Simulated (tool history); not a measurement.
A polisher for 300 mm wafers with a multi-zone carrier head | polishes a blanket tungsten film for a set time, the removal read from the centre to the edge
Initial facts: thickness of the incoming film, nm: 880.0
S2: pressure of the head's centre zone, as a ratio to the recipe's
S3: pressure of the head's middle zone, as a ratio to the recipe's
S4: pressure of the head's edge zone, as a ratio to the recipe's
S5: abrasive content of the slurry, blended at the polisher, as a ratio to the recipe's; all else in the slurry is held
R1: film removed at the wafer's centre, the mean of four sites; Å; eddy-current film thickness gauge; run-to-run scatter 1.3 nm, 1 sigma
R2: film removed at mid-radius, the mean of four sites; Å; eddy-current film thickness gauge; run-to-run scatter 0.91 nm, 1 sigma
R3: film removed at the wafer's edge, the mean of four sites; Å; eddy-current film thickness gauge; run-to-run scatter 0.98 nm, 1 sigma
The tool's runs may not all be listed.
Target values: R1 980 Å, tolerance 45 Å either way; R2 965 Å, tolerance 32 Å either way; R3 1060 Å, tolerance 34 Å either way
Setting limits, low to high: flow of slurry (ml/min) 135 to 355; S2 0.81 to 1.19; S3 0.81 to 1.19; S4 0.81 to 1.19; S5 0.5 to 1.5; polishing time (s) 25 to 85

Run 1, hour 0: flow of slurry (ml/min) 225, S2 1, S3 1, S4 1, S5 1, polishing time (s) 55. Result: R1 1812 Å, R2 1916 Å, R3 1900.3 Å.
Run 2, hour 7.1: flow of slurry (ml/min) 225, S2 1, S3 1, S4 0.96, S5 1, polishing time (s) 55. Result: R1 1858.1 Å, R2 1914.3 Å, R3 1860.2 Å.
Run 3, hour 9: flow of slurry (ml/min) 220, S2 0.98, S3 0.98, S4 0.95, S5 0.95, polishing time (s) 52. Result: R1 1708.5 Å, R2 1786.3 Å, R3 1726.5 Å.
Run 4, hour 9.7: flow of slurry (ml/min) 220, S2 0.95, S3 0.98, S4 0.95, S5 0.95, polishing time (s) 52. Result: R1 1674.5 Å, R2 1748 Å, R3 1713.3 Å.
Run 5, hour 15.9: flow of slurry (ml/min) 215, S2 0.93, S3 0.96, S4 0.95, S5 0.9, polishing time (s) 49. Result: R1 1549.7 Å, R2 1607.3 Å, R3 1613.2 Å.
Run 6, hour 19: flow of slurry (ml/min) 160, S2 0.93, S3 0.96, S4 0.95, S5 0.9, polishing time (s) 49. Result: R1 1466.9 Å, R2 1542.8 Å, R3 1552.8 Å.
Run 7, hour 26.7: flow of slurry (ml/min) 140, S2 0.89, S3 0.86, S4 0.9, S5 0.65, polishing time (s) 34. Result: R1 889.48 Å, R2 890.72 Å, R3 958.25 Å.
Run 8, hour 33.4: flow of slurry (ml/min) 150, S2 0.89, S3 0.86, S4 0.91, S5 0.65, polishing time (s) 34. Result: R1 891.35 Å, R2 908.21 Å, R3 987.01 Å.
Run 9, hour 38.6: flow of slurry (ml/min) 155, S2 0.9, S3 0.86, S4 0.91, S5 0.65, polishing time (s) 34. Result: R1 910.12 Å, R2 933.03 Å, R3 979.17 Å.
Run 10, hour 39.8: flow of slurry (ml/min) 155, S2 0.91, S3 0.85, S4 0.92, S5 0.65, polishing time (s) 34. Result: R1 922.66 Å, R2 907.84 Å, R3 979.17 Å.

4 candidate next runs follow, results not yet known. Just one meets every target within its allowed miss. Identify it.
Run A, hour 41: flow of slurry (ml/min) 140, S2 0.96, S3 0.84, S4 1.01, S5 0.8, polishing time (s) 34. Result: R1 ?, R2 ?, R3 ?.
Run B, hour 41: flow of slurry (ml/min) 150, S2 1.05, S3 0.86, S4 0.82, S5 0.6, polishing time (s) 32. Result: R1 ?, R2 ?, R3 ?.
Run C, hour 41: flow of slurry (ml/min) 155, S2 0.92, S3 0.86, S4 0.94, S5 0.65, polishing time (s) 36. Result: R1 ?, R2 ?, R3 ?.
Run D, hour 41: flow of slurry (ml/min) 205, S2 1.02, S3 1.03, S4 0.87, S5 0.7, polishing time (s) 31. Result: R1 ?, R2 ?, R3 ?.

move      R1      R2      R3
   A  965.27  912.66  1049.6
   B  930.26  839.15  856.37
   C  973.52  964.61  1045.2
   D  963.49  1024.2  908.52
A: meets the target for the result that was furthest off, but another lies outside its allowed miss
B: further off than the last run
C: every result within its allowed miss
D: further off than the last run
The move that meets every target is C.
